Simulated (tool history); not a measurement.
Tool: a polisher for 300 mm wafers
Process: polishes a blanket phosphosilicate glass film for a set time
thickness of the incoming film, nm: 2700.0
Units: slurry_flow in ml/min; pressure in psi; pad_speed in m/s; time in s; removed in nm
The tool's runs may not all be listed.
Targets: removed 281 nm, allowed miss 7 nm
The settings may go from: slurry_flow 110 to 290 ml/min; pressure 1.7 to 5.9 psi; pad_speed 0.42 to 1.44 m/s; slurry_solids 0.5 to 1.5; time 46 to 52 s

Run 1, hour 0: slurry_flow 185 ml/min, pressure 3.8 psi, pad_speed 0.92 m/s, slurry_solids 1, time 52 s. Result: removed 528.57 nm.
Run 2, hour 4.3: slurry_flow 180 ml/min, pressure 3.3 psi, pad_speed 0.9 m/s, slurry_solids 1, time 52 s. Result: removed 444.08 nm.
Run 3, hour 9.4: slurry_flow 180 ml/min, pressure 3.3 psi, pad_speed 0.68 m/s, slurry_solids 1, time 52 s. Result: removed 362.57 nm.
Run 4, hour 11.4: slurry_flow 225 ml/min, pressure 3.3 psi, pad_speed 0.68 m/s, slurry_solids 1, time 52 s. Result: removed 377.81 nm.
Run 5, hour 15.5: slurry_flow 225 ml/min, pressure 3.3 psi, pad_speed 0.68 m/s, slurry_solids 1, time 52 s. Result: removed 378.51 nm.
Run 6, hour 22.2: slurry_flow 225 ml/min, pressure 2.6 psi, pad_speed 0.68 m/s, slurry_solids 1, time 52 s. Result: removed 291.93 nm.
Run 7, hour 23.6: slurry_flow 220 ml/min, pressure 2.6 psi, pad_speed 0.68 m/s, slurry_solids 1, time 52 s. Result: removed 296.6 nm.
Run 8, hour 26.6: slurry_flow 215 ml/min, pressure 2.6 psi, pad_speed 0.68 m/s, slurry_solids 1, time 52 s. Result: removed 295.82 nm.
Run 9, hour 30.8: slurry_flow 210 ml/min, pressure 2.6 psi, pad_speed 0.68 m/s, slurry_solids 1, time 52 s. Result: removed 295.69 nm.
Run 10, hour 37.2: slurry_flow 205 ml/min, pressure 2.6 psi, pad_speed 0.68 m/s, slurry_solids 1, time 52 s. Result: removed 290.32 nm.
Run 11, hour 42.2: slurry_flow 200 ml/min, pressure 2.6 psi, pad_speed 0.68 m/s, slurry_solids 1, time 52 s. Result: removed 290.48 nm.
Run 12, hour 48.4: slurry_flow 195 ml/min, pressure 2.6 psi, pad_speed 0.68 m/s, slurry_solids 1, time 52 s. Result: removed 291.86 nm.

Which of these 5 next moves meets every target?
Run A, hour 54.6: slurry_flow 165 ml/min, pressure 3.3 psi, pad_speed 0.64 m/s, slurry_solids 1.05, time 46 s. Result: removed ?.
Run B, hour 54.6: slurry_flow 185 ml/min, pressure 2.8 psi, pad_speed 0.72 m/s, slurry_solids 1, time 50 s. Result: removed ?.
Run C, hour 54.6: slurry_flow 210 ml/min, pressure 2.8 psi, pad_speed 0.66 m/s, slurry_solids 1.1, time 46 s. Result: removed ?.
Run D, hour 54.6: slurry_flow 180 ml/min, pressure 2.1 psi, pad_speed 0.92 m/s, slurry_solids 1.2, time 49 s. Result: removed ?.
Run E, hour 54.6: slurry_flow 170 ml/min, pressure 2.9 psi, pad_speed 0.7 m/s, slurry_solids 0.85, time 46 s. Result: removed ?.

move  removed
   A   305.15
   B   310.33
   C   282.77
   D   301.72
   E   264.46
A: further off than the last run
B: further off than the last run
C: meets every target
D: further off than the last run
E: takes the result that was furthest off past its target
Answer: C
